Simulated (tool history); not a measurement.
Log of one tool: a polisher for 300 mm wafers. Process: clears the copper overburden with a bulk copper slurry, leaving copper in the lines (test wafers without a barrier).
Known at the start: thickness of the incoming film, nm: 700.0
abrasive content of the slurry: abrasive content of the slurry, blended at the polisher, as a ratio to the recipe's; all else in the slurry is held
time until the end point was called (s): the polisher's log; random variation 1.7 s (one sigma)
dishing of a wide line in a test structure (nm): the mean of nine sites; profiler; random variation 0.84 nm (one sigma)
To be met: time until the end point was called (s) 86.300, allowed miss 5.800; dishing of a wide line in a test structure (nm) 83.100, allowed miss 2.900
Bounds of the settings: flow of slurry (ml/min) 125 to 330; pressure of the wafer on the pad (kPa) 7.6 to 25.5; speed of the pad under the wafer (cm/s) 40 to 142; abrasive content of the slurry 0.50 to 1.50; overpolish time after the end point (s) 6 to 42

run,hour,flow of slurry (ml/min),pressure of the wafer on the pad (kPa),speed of the pad under the wafer (cm/s),abrasive content of the slurry,overpolish time after the end point (s),time until the end point was called (s),dishing of a wide line in a test structure (nm)
1,0.0,210,16.5,90,1.00,21,113.100,66.909
2,7.4,210,17.2,90,1.00,21,110.690,66.149
3,13.8,210,17.2,78,1.00,21,126.660,63.345
4,16.3,210,17.9,78,1.00,21,122.310,63.773
5,21.4,210,18.6,78,1.00,21,120.230,64.645
6,24.9,210,18.6,66,1.00,21,136.170,59.224
7,28.6,210,18.6,66,1.00,21,139.220,59.412
8,29.4,210,19.3,68,1.00,21,133.110,60.940
9,35.4,210,20.0,70,1.00,21,127.090,64.345
10,40.2,210,20.7,72,1.00,21,121.200,66.450
11,46.2,210,21.4,74,1.00,21,114.900,69.116

Which of these 5 next moves meets every target?
A,52.2,260,19.3,70,0.75,21,?,?
B,52.2,250,24.8,82,1.05,22,?,?
C,52.2,165,20.7,94,1.00,31,?,?
D,52.2,315,25.5,84,1.00,13,?,?
E,52.2,220,25.5,90,0.95,17,?,?

move,time until the end point was called (s),dishing of a wide line in a test structure (nm)
A,127.790,61.371
B,83.075,83.928
C,90.284,91.897
D,78.470,63.442
E,77.057,76.089
A: further off than the last run
B: meets every target
C: brings the result that was furthest off to its target, and leaves another outside
D: takes the result that was furthest off past its target
E: takes the result that was furthest off past its target
Answer: B
